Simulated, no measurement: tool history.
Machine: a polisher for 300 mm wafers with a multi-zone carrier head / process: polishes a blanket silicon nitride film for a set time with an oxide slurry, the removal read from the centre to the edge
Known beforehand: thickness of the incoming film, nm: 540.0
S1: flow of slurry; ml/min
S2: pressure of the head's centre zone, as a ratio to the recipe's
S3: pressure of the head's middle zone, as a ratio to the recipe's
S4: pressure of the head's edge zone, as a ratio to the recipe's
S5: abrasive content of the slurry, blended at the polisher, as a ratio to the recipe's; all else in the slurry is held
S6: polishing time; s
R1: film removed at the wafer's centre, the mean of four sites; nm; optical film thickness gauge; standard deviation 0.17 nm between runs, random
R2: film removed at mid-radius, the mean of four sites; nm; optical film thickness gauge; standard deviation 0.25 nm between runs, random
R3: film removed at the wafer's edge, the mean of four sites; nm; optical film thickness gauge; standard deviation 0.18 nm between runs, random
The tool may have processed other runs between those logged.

| run | hour | S1 | S2 | S3 | S4 | S5 | S6 | R1 | R2 | R3 |
|---|---|---|---|---|---|---|---|---|---|---|
| 1 | 0.0 | 215 | 1.00 | 1.00 | 1.00 | 1.00 | 43 | 38.026 | 37.827 | 37.605 |
| 2 | 8.3 | 200 | 0.95 | 0.96 | 0.96 | 0.85 | 41 | 30.367 | 30.489 | 31.180 |
| 3 | 9.9 | 185 | 0.91 | 0.93 | 0.91 | 0.75 | 41 | 25.856 | 25.512 | 27.043 |
| 4 | 11.9 | 175 | 0.88 | 0.93 | 0.88 | 0.75 | 41 | 24.282 | 25.759 | 26.338 |
| 5 | 13.7 | 175 | 0.88 | 1.00 | 0.88 | 0.75 | 41 | 24.591 | 27.102 | 26.522 |
| 6 | 22.0 | 170 | 0.87 | 0.96 | 0.86 | 0.75 | 41 | 23.994 | 25.937 | 26.258 |
| 7 | 30.2 | 170 | 0.86 | 0.94 | 0.85 | 0.70 | 41 | 21.969 | 24.179 | 24.032 |

Run 8 has not been measured yet. What should we expect?
| 8 | 36.1 | 165 | 0.86 | 0.92 | 0.85 | 0.70 | 41 | ? | ? | ? |

{"run 8": {"R1": 21.913, "R2": 23.23, "R3": 23.605}}
